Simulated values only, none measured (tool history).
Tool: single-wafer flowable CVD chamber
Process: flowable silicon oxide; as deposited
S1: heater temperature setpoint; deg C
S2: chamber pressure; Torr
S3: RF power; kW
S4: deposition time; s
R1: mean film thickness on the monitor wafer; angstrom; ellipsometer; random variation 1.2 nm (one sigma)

run	hour	S1	S2	S3	S4	R1
1	0.0	105	0.601	2.015	907	3322.2
2	6.1	113	0.601	2.015	907	2508.0
3	6.9	121	0.601	2.015	907	1913.0
4	14.7	118	0.601	2.015	907	2093.0
5	18.1	127	0.601	2.015	907	1601.1
6	21.4	127	0.601	2.015	937	1656.6
7	26.0	127	0.601	2.015	937	1648.1
8	31.5	115	0.602	2.015	937	2414.1
9	32.2	114	0.602	2.015	937	2499.0
10	35.8	113	0.602	2.015	937	2605.0
11	41.0	112	0.602	2.015	937	2685.0
12	43.5	112	0.602	2.015	937	2677.0
13	45.6	111	0.602	2.015	937	2780.9
14	46.6	110	0.602	2.015	937	2864.3
# hour 54.6: capacitance manometer re-zeroed and calibrated
15	54.6	110	0.602	2.015	937	2674.9
16	55.5	109	0.602	2.015	937	2785.6
17	62.6	108	0.602	2.015	937	2904.3
18	69.5	109	0.602	2.015	937	2780.7

Run 19 comes next. What will it give?
19	73.1	108	0.602	2.015	937	?

R1: 2869.6 angstrom

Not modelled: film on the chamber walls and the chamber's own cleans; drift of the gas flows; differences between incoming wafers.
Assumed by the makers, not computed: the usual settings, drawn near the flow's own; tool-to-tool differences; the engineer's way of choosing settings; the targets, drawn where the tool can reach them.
